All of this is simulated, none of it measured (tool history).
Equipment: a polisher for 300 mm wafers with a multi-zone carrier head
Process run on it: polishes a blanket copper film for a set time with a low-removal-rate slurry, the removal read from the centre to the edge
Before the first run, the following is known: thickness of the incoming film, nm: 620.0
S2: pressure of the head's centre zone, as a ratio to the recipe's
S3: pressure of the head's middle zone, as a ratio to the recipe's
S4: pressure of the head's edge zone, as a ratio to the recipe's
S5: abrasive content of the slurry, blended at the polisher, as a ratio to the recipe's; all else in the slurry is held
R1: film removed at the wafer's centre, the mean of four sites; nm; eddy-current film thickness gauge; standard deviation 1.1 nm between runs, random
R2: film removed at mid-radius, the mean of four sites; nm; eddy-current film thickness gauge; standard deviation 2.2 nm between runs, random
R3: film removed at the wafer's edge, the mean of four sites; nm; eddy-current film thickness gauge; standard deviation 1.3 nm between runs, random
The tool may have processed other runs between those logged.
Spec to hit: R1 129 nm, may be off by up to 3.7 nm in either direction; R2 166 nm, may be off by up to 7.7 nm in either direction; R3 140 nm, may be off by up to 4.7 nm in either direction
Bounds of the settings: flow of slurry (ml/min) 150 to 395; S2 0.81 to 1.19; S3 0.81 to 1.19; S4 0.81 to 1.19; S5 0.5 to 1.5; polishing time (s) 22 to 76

run 1 hour=0 | flow_of_slurry_(ml/min)=250 S2=1 S3=1 S4=1 S5=1 polishing_time_(s)=49 | R1=107.76 R2=105.84 R3=110.23
run 2 hour=1.1 | flow_of_slurry_(ml/min)=270 S2=0.97 S3=1.06 S4=0.99 S5=1.15 polishing_time_(s)=51 | R1=114.23 R2=119.93 R3=116.15
run 3 hour=2.7 | flow_of_slurry_(ml/min)=270 S2=0.97 S3=1.02 S4=0.99 S5=1.15 polishing_time_(s)=51 | R1=113.32 R2=117.6 R3=118.63
run 4 hour=8.9 | flow_of_slurry_(ml/min)=270 S2=0.97 S3=1.02 S4=1.04 S5=1.15 polishing_time_(s)=51 | R1=112.97 R2=114.25 R3=120.94
run 5 hour=16.5 | flow_of_slurry_(ml/min)=270 S2=0.97 S3=1.02 S4=0.97 S5=1.15 polishing_time_(s)=51 | R1=113.45 R2=118.73 R3=116.81
run 6 hour=17.5 | flow_of_slurry_(ml/min)=280 S2=0.93 S3=1.06 S4=0.96 S5=1.25 polishing_time_(s)=53 | R1=115.82 R2=132.35 R3=123.26
run 7 hour=22.3 | flow_of_slurry_(ml/min)=325 S2=0.94 S3=1.16 S4=1.05 S5=1.5 polishing_time_(s)=55 | R1=126.62 R2=155.63 R3=142.47
run 8 hour=23 | flow_of_slurry_(ml/min)=330 S2=0.94 S3=1.17 S4=1.03 S5=1.5 polishing_time_(s)=55 | R1=131.36 R2=155.9 R3=141.07
run 9 hour=28.8 | flow_of_slurry_(ml/min)=290 S2=0.84 S3=1.19 S4=0.93 S5=1.5 polishing_time_(s)=58 | R1=119.12 R2=162.35 R3=136.54
run 10 hour=30.5 | flow_of_slurry_(ml/min)=305 S2=0.85 S3=1.19 S4=0.93 S5=1.5 polishing_time_(s)=58 | R1=121.48 R2=164.26 R3=136.49

Which one of the following 4 next-run settings gets every result inside its allowed miss? There is exactly one.
run A hour=32.2 | flow_of_slurry_(ml/min)=370 S2=0.82 S3=1.19 S4=0.81 S5=1.45 polishing_time_(s)=62 | R1=? R2=? R3=?
run B hour=32.2 | flow_of_slurry_(ml/min)=305 S2=0.85 S3=1.13 S4=0.94 S5=1.5 polishing_time_(s)=61 | R1=? R2=? R3=?
run C hour=32.2 | flow_of_slurry_(ml/min)=265 S2=0.9 S3=1.19 S4=0.94 S5=1.3 polishing_time_(s)=61 | R1=? R2=? R3=?
run D hour=32.2 | flow_of_slurry_(ml/min)=260 S2=0.83 S3=1.19 S4=0.91 S5=1.35 polishing_time_(s)=60 | R1=? R2=? R3=?

move=A R1=126.69 R2=178.59 R3=141.18
move=B R1=127.72 R2=166.9 R3=147.85
move=C R1=128.62 R2=165.55 R3=141.14
move=D R1=117.33 R2=163.98 R3=137.73
A: meets the target for the result that was furthest off, but another lies outside its allowed miss
B: meets the target for the result that was furthest off, but another lies outside its allowed miss
C: hits every target within its allowed miss
D: moves away from the targets compared with the last run
The right move is C.
